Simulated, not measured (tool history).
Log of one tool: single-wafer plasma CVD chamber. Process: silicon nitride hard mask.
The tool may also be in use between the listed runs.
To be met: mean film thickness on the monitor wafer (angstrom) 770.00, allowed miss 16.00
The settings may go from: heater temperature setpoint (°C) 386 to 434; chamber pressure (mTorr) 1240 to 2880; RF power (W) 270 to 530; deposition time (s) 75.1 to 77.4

run  hour  heater temperature setpoint (°C)  chamber pressure (mTorr)  RF power (W)  deposition time (s)  mean film thickness on the monitor wafer (angstrom)
  1   0.0                               410                      2060           400                 75.1                                              1025.20
  2   6.8                               410                      1960           380                 75.1                                               969.63
  3  14.3                               410                      1870           370                 75.1                                               948.78
  4  20.4                               410                      1790           360                 75.1                                               912.23
  5  24.8                               410                      1720           355                 75.1                                               901.18
  6  25.5                               410                      1660           345                 75.1                                               875.11
  7  29.6                               410                      1610           340                 75.1                                               853.18
  8  30.5                               410                      1560           335                 75.1                                               836.14
  9  32.4                               410                      1520           335                 75.1                                               836.92
 10  39.0                               410                      1480           330                 75.1                                               814.32
 11  47.4                               410                      1450           330                 75.1                                               808.19

5 next moves are on the table. One of them brings every result within its allowed miss. Which?
  A  55.8                               403                      1470           325                 77.4                                                    ?
  B  55.8                               415                      1420           335                 75.7                                                    ?
  C  55.8                               411                      1290           330                 75.1                                                    ?
  D  55.8                               403                      1660           300                 75.8                                                    ?
  E  55.8                               425                      1430           335                 76.4                                                    ?

move  mean film thickness on the monitor wafer (angstrom)
   A                                               831.66
   B                                               814.26
   C                                               773.80
   D                                               806.89
   E                                               820.14
A: further off than the last run
B: further off than the last run
C: meets every target
D: as far off as the last run
E: further off than the last run
The right move is C.
